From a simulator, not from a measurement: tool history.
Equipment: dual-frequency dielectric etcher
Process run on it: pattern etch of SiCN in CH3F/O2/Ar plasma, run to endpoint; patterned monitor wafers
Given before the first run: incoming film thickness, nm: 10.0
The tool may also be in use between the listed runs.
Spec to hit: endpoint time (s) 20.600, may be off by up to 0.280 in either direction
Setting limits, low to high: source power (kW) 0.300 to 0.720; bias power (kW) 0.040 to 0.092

run,hour,source power (kW),bias power (kW),endpoint time (s)
1,0.0,0.510,0.066,22.075
2,6.2,0.440,0.066,24.174
3,6.9,0.440,0.060,24.844
4,14.7,0.390,0.060,26.997
5,15.7,0.390,0.052,27.964
6,24.5,0.440,0.052,26.070
7,27.4,0.470,0.052,25.190
8,32.1,0.500,0.052,24.333
9,37.8,0.530,0.052,23.608

Exercise: of the 5 proposed moves below, exactly one satisfies all targets within the stated allowed misses. Which move is it?
A,43.5,0.490,0.041,?
B,43.5,0.430,0.045,?
C,43.5,0.610,0.057,?
D,43.5,0.610,0.069,?
E,43.5,0.690,0.051,?

move,endpoint time (s)
A,26.349
B,27.642
C,21.087
D,19.792
E,20.509
A: its largest miss is bigger than the last run's
B: its largest miss is bigger than the last run's
C: an improvement on the last run, though not all results are within tolerance
D: carries the result that was furthest off beyond its target, to the other side
E: all results in spec
Correct choice: E, which meets every target
